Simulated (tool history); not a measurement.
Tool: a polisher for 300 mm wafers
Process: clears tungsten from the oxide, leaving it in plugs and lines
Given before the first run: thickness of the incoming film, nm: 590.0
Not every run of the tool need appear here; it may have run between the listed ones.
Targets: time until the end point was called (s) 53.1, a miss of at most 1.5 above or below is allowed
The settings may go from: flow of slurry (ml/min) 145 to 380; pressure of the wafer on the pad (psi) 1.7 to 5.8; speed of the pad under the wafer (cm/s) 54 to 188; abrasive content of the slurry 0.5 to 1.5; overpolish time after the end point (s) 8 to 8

| run | hour | flow of slurry (ml/min) | pressure of the wafer on the pad (psi) | speed of the pad under the wafer (cm/s) | abrasive content of the slurry | overpolish time after the end point (s) | time until the end point was called (s) |
|---|---|---|---|---|---|---|---|
| 1 | 0 | 245 | 3.7 | 120 | 1 | 8 | 85.775 |
| 2 | 2.9 | 245 | 3.7 | 136 | 1 | 8 | 76.112 |
| 3 | 9.3 | 245 | 3.7 | 136 | 1.1 | 8 | 74.678 |
| 4 | 16.4 | 245 | 3.8 | 136 | 1.1 | 8 | 71.905 |
| 5 | 21.1 | 245 | 3.8 | 136 | 1.25 | 8 | 70.244 |
| 6 | 28.3 | 245 | 3.9 | 136 | 1.25 | 8 | 68.78 |
| 7 | 37.2 | 245 | 4 | 136 | 1.25 | 8 | 66.296 |
| 8 | 40.5 | 245 | 4.1 | 136 | 1.25 | 8 | 65.088 |
| 9 | 46.6 | 245 | 4.2 | 136 | 1.25 | 8 | 63.264 |
| 10 | 50.6 | 245 | 4.3 | 136 | 1.25 | 8 | 62.239 |
| 11 | 57.9 | 245 | 4.4 | 136 | 1.25 | 8 | 61.339 |

Which one of the following 4 next-run settings gets every result inside its allowed miss? There is exactly one.
| A | 65.2 | 225 | 4.1 | 124 | 1.3 | 8 | ? |
| B | 65.2 | 155 | 5.3 | 166 | 0.8 | 8 | ? |
| C | 65.2 | 280 | 3.1 | 166 | 1.3 | 8 | ? |
| D | 65.2 | 265 | 5.6 | 116 | 1.5 | 8 | ? |

| move | time until the end point was called (s) |
|---|---|
| A | 71.834 |
| B | 49.558 |
| C | 69.521 |
| D | 53.668 |
A: lands further from the targets than the last run did
B: takes the biggest miss from the last run beyond its target
C: lands further from the targets than the last run did
D: every result within its allowed miss
Correct choice: D, which meets every target
